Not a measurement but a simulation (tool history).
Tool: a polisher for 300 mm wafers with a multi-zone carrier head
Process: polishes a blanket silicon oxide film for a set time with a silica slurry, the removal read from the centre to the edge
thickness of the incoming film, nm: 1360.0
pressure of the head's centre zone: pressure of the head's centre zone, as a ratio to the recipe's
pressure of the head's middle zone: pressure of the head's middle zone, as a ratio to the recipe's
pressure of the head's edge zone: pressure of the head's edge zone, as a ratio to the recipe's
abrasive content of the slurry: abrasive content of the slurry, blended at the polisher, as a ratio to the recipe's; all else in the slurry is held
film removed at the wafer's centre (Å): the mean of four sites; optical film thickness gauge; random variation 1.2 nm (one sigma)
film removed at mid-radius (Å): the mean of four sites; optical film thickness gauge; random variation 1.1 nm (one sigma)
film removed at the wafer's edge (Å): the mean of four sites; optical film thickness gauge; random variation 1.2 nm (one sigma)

run,day,flow of slurry (ml/min),pressure of the head's centre zone,pressure of the head's middle zone,pressure of the head's edge zone,abrasive content of the slurry,polishing time (s),film removed at the wafer's centre (Å),film removed at mid-radius (Å),film removed at the wafer's edge (Å)
1,0.000,315,1.00,1.00,1.00,1.00,70,2026.2,1995.4,2010.1
2,0.354,315,0.99,0.98,0.98,0.90,65,1720.3,1747.6,1750.1
3,0.542,315,1.00,0.95,0.97,0.80,61,1496.6,1442.5,1492.0
4,0.833,315,0.99,0.93,0.95,0.75,60,1365.7,1325.2,1382.5
# day 0.954: worn pad replaced by a new one
5,0.954,390,0.99,0.93,0.95,0.75,60,1561.5,1471.0,1544.7
6,1.279,355,0.99,0.91,0.92,0.75,60,1555.5,1469.9,1499.9
7,1.408,330,1.00,0.93,0.94,0.70,60,1454.1,1407.1,1460.6
8,1.517,320,0.99,0.91,0.92,0.65,58,1317.4,1224.0,1250.2
9,1.717,295,0.98,0.90,0.93,0.65,58,1289.6,1199.4,1307.5
10,1.938,280,0.98,0.90,0.92,0.60,57,1158.0,1076.3,1166.6

The next listed run, before its measurement:
11,2.125,265,0.98,0.91,0.91,0.60,57,?,?,?

film removed at the wafer's centre (Å): 1174.5
film removed at mid-radius (Å): 1071.0
film removed at the wafer's edge (Å): 1154.1
